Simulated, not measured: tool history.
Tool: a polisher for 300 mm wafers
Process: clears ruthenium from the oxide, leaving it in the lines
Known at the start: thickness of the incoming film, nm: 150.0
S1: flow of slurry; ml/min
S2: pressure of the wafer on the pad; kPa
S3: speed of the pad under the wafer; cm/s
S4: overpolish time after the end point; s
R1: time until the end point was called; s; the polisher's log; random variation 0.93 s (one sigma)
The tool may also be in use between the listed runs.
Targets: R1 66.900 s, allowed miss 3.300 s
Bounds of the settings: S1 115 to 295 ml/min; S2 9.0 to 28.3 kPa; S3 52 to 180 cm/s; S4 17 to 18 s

Run 1, hour 0.0: S1 190 ml/min, S2 18.6 kPa, S3 116 cm/s, S4 17 s. Result: R1 111.040 s.
Run 2, hour 3.2: S1 190 ml/min, S2 18.6 kPa, S3 134 cm/s, S4 17 s. Result: R1 95.974 s.
Run 3, hour 9.3: S1 190 ml/min, S2 20.0 kPa, S3 134 cm/s, S4 17 s. Result: R1 93.777 s.
Run 4, hour 13.3: S1 190 ml/min, S2 22.1 kPa, S3 136 cm/s, S4 17 s. Result: R1 83.699 s.
Run 5, hour 16.3: S1 190 ml/min, S2 23.4 kPa, S3 138 cm/s, S4 17 s. Result: R1 79.985 s.
Run 6, hour 24.6: S1 190 ml/min, S2 23.4 kPa, S3 138 cm/s, S4 17 s. Result: R1 76.586 s.
Run 7, hour 30.4: S1 190 ml/min, S2 23.4 kPa, S3 138 cm/s, S4 17 s. Result: R1 77.414 s.
Run 8, hour 32.9: S1 190 ml/min, S2 24.1 kPa, S3 138 cm/s, S4 17 s. Result: R1 73.107 s.
Run 9, hour 35.0: S1 190 ml/min, S2 24.8 kPa, S3 138 cm/s, S4 17 s. Result: R1 74.644 s.
Run 10, hour 37.9: S1 190 ml/min, S2 25.5 kPa, S3 138 cm/s, S4 17 s. Result: R1 72.316 s.

4 next moves are on the table. One of them brings every result within its allowed miss. Which?
Run A, hour 40.8: S1 225 ml/min, S2 23.4 kPa, S3 138 cm/s, S4 17 s. Result: R1 ?.
Run B, hour 40.8: S1 165 ml/min, S2 26.9 kPa, S3 150 cm/s, S4 17 s. Result: R1 ?.
Run C, hour 40.8: S1 175 ml/min, S2 24.8 kPa, S3 136 cm/s, S4 17 s. Result: R1 ?.
Run D, hour 40.8: S1 205 ml/min, S2 28.3 kPa, S3 110 cm/s, S4 17 s. Result: R1 ?.

move      R1
   A  76.831
   B  66.212
   C  76.016
   D  75.468
A: further off than the last run
B: meets every target
C: further off than the last run
D: further off than the last run
Answer: B
